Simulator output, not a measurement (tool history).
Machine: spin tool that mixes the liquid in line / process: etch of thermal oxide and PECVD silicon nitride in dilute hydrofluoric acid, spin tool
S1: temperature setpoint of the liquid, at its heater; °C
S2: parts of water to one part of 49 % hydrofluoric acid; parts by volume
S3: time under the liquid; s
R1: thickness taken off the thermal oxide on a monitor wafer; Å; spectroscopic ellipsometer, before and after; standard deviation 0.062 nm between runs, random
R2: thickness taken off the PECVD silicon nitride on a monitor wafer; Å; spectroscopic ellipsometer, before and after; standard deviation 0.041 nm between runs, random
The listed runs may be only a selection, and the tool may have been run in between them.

Run 1, hour 0.0: S1 26.0 °C, S2 50 parts by volume, S3 180 s. Result: R1 194.36 Å, R2 67.573 Å.
Run 2, hour 2.9: S1 26.0 °C, S2 50 parts by volume, S3 230 s. Result: R1 249.13 Å, R2 86.619 Å.
Run 3, hour 7.0: S1 26.0 °C, S2 50 parts by volume, S3 275 s. Result: R1 296.53 Å, R2 104.780 Å.
Run 4, hour 9.3: S1 26.0 °C, S2 35 parts by volume, S3 275 s. Result: R1 431.16 Å, R2 146.160 Å.
Run 5, hour 10.6: S1 24.0 °C, S2 35 parts by volume, S3 275 s. Result: R1 393.60 Å, R2 126.990 Å.
Run 6, hour 15.1: S1 24.0 °C, S2 35 parts by volume, S3 340 s. Result: R1 489.03 Å, R2 161.570 Å.
Run 7, hour 17.2: S1 23.5 °C, S2 40 parts by volume, S3 340 s. Result: R1 420.99 Å, R2 133.330 Å.
Run 8, hour 17.9: S1 23.5 °C, S2 45 parts by volume, S3 335 s. Result: R1 362.68 Å, R2 119.290 Å.
Run 9, hour 24.6: S1 23.5 °C, S2 50 parts by volume, S3 335 s. Result: R1 325.57 Å, R2 106.430 Å.
Run 10, hour 26.4: S1 23.5 °C, S2 50 parts by volume, S3 335 s. Result: R1 323.28 Å, R2 105.360 Å.
Run 11, hour 27.0: S1 23.5 °C, S2 55 parts by volume, S3 335 s. Result: R1 296.47 Å, R2 97.932 Å.
Run 12, hour 34.5: S1 23.5 °C, S2 60 parts by volume, S3 330 s. Result: R1 262.54 Å, R2 86.511 Å.
Run 13, hour 40.7: S1 23.5 °C, S2 65 parts by volume, S3 325 s. Result: R1 237.99 Å, R2 80.454 Å.
Run 14, hour 45.4: S1 23.5 °C, S2 70 parts by volume, S3 320 s. Result: R1 216.16 Å, R2 73.213 Å.
Run 15, hour 54.4: S1 23.5 °C, S2 70 parts by volume, S3 310 s. Result: R1 207.99 Å, R2 71.136 Å.
Run 16, hour 57.7: S1 23.5 °C, S2 70 parts by volume, S3 310 s. Result: R1 211.38 Å, R2 71.536 Å.
Run 17, hour 58.7: S1 23.5 °C, S2 70 parts by volume, S3 310 s. Result: R1 208.11 Å, R2 70.724 Å.
Run 18, hour 61.6: S1 23.5 °C, S2 70 parts by volume, S3 305 s. Result: R1 205.57 Å, R2 70.368 Å.

Run 19, settings as shown, results not yet in. Your forecast:
Run 19, hour 68.0: S1 23.5 °C, S2 70 parts by volume, S3 300 s. Result: R1 ?, R2 ?.

{"run 19": {"R1": 202.97, "R2": 68.906}}
